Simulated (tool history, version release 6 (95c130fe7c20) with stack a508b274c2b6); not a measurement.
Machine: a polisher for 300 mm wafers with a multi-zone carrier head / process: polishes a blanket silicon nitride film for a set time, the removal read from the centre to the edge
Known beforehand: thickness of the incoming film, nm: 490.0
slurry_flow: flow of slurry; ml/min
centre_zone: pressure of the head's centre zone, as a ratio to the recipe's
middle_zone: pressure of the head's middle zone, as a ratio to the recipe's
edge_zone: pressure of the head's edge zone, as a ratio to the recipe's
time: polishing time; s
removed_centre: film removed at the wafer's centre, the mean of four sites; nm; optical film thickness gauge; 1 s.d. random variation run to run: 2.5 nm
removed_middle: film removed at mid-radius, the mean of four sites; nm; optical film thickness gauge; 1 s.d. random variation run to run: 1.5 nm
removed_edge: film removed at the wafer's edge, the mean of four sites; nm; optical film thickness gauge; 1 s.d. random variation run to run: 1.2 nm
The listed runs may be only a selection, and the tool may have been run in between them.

run    day  slurry_flow  centre_zone  middle_zone  edge_zone  time  removed_centre  removed_middle  removed_edge
  1      0          265            1            1          1    73          108.06          104.77        108.92
  2  0.321          265            1            1       1.05    73          111.39          109.39        111.31
  3  0.617          265            1            1       0.98    73          109.01          105.88        108.57
  4  0.721          275         1.03            1       1.02    81          127.08          120.37        122.64
  5  0.829          280         1.04         0.99       1.05    87           137.2          126.75        135.54
  6  0.929          280         1.12         0.99       1.05    87          146.24          127.74        135.15
  7  1.283          280         1.12         0.99       1.05    87          151.96          126.78        132.51
  8  1.562          290         1.12         1.01       1.08    91          159.06          135.94        141.76

Estimate the outcome of run 9 from the log above:
     1.817  -- slurry nozzle cleaned
  9  1.817          315         1.14         1.07       1.18   102               ?               ?             ?

Run 9 yielded removed_centre 187.26 nm, removed_middle 167.23 nm, removed_edge 172.34 nm.

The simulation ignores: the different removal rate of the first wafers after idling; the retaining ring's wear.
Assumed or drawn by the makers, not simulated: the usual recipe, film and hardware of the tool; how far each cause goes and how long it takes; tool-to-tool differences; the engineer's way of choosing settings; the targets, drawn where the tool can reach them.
